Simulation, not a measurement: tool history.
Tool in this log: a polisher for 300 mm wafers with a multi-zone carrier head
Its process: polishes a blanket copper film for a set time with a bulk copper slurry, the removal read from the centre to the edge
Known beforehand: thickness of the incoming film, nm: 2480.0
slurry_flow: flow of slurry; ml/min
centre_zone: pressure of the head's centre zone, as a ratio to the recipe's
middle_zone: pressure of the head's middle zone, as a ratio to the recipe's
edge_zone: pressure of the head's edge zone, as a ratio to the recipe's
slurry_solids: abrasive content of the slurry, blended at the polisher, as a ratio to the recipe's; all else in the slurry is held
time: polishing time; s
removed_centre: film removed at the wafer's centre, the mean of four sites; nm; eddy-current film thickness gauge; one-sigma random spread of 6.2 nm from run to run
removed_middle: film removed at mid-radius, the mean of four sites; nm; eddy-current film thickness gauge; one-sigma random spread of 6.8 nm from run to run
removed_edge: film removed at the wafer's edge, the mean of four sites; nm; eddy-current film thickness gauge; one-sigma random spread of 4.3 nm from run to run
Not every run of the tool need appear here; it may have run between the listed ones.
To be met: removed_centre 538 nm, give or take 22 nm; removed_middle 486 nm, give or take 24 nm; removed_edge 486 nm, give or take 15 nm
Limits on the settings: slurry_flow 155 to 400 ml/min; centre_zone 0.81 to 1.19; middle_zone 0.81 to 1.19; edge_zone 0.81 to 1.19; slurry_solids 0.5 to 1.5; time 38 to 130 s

Run 1, hour 0: slurry_flow 255 ml/min, centre_zone 1, middle_zone 1, edge_zone 1, slurry_solids 1, time 84 s. Result: removed_centre 852.44 nm, removed_middle 839.18 nm, removed_edge 831.42 nm.
Run 2, hour 7.4: slurry_flow 255 ml/min, centre_zone 1, middle_zone 1, edge_zone 1.06, slurry_solids 1, time 84 s. Result: removed_centre 849.58 nm, removed_middle 825.12 nm, removed_edge 865.72 nm.
Run 3, hour 8.2: slurry_flow 255 ml/min, centre_zone 1, middle_zone 1, edge_zone 1.06, slurry_solids 1, time 73 s. Result: removed_centre 730.56 nm, removed_middle 735.43 nm, removed_edge 740.06 nm.
Run 4, hour 17.1: slurry_flow 255 ml/min, centre_zone 0.94, middle_zone 1, edge_zone 1.06, slurry_solids 1, time 73 s. Result: removed_centre 693.41 nm, removed_middle 719.64 nm, removed_edge 764.47 nm.
Run 5, hour 19.4: slurry_flow 255 ml/min, centre_zone 0.94, middle_zone 1, edge_zone 1.14, slurry_solids 1, time 73 s. Result: removed_centre 684.02 nm, removed_middle 724.81 nm, removed_edge 785.99 nm.
Run 6, hour 27.5: slurry_flow 255 ml/min, centre_zone 0.94, middle_zone 1, edge_zone 1.14, slurry_solids 1.15, time 73 s. Result: removed_centre 696.61 nm, removed_middle 746.51 nm, removed_edge 798.07 nm.
Run 7, hour 30.4: slurry_flow 255 ml/min, centre_zone 0.96, middle_zone 1, edge_zone 1.12, slurry_solids 1.1, time 69 s. Result: removed_centre 660.29 nm, removed_middle 695.89 nm, removed_edge 744.69 nm.
Run 8, hour 31.7: slurry_flow 255 ml/min, centre_zone 0.98, middle_zone 1, edge_zone 1.1, slurry_solids 1.05, time 66 s. Result: removed_centre 655.61 nm, removed_middle 667.73 nm, removed_edge 690.47 nm.
Run 9, hour 34.4: slurry_flow 255 ml/min, centre_zone 0.99, middle_zone 0.99, edge_zone 1.08, slurry_solids 1, time 64 s. Result: removed_centre 648.71 nm, removed_middle 623.13 nm, removed_edge 666.76 nm.
Run 10, hour 42.4: slurry_flow 255 ml/min, centre_zone 0.99, middle_zone 1, edge_zone 1.06, slurry_solids 0.95, time 62 s. Result: removed_centre 612.71 nm, removed_middle 617.06 nm, removed_edge 631.6 nm.
Run 11, hour 46: slurry_flow 245 ml/min, centre_zone 1.09, middle_zone 0.9, edge_zone 0.96, slurry_solids 0.7, time 56 s. Result: removed_centre 586.08 nm, removed_middle 488.98 nm, removed_edge 515.42 nm.

Which single option among these 5 for the next run brings every result within its allowed miss of target? Just one does.
Run A, hour 49.6: slurry_flow 250 ml/min, centre_zone 1.01, middle_zone 0.86, edge_zone 1.02, slurry_solids 0.7, time 57 s. Result: removed_centre ?, removed_middle ?, removed_edge ?.
Run B, hour 49.6: slurry_flow 270 ml/min, centre_zone 1.02, middle_zone 0.9, edge_zone 1.01, slurry_solids 0.6, time 55 s. Result: removed_centre ?, removed_middle ?, removed_edge ?.
Run C, hour 49.6: slurry_flow 240 ml/min, centre_zone 0.98, middle_zone 1.02, edge_zone 1.01, slurry_solids 0.7, time 50 s. Result: removed_centre ?, removed_middle ?, removed_edge ?.
Run D, hour 49.6: slurry_flow 295 ml/min, centre_zone 1.1, middle_zone 1.02, edge_zone 1.02, slurry_solids 0.85, time 48 s. Result: removed_centre ?, removed_middle ?, removed_edge ?.
Run E, hour 49.6: slurry_flow 215 ml/min, centre_zone 0.96, middle_zone 0.96, edge_zone 0.91, slurry_solids 0.55, time 55 s. Result: removed_centre ?, removed_middle ?, removed_edge ?.

move  removed_centre  removed_middle  removed_edge
   A          550.39          491.87        557.24
   B          533.65          485.59         530.3
   C          465.98          480.16        483.68
   D          527.96          482.69        485.95
   E          481.33          487.38        488.81
A: brings the result that was furthest off to its target, and leaves another outside
B: brings the result that was furthest off to its target, and leaves another outside
C: pushes the last run's worst result past its target
D: every result lands within tolerance
E: pushes the last run's worst result past its target
Go with D: it meets all targets.
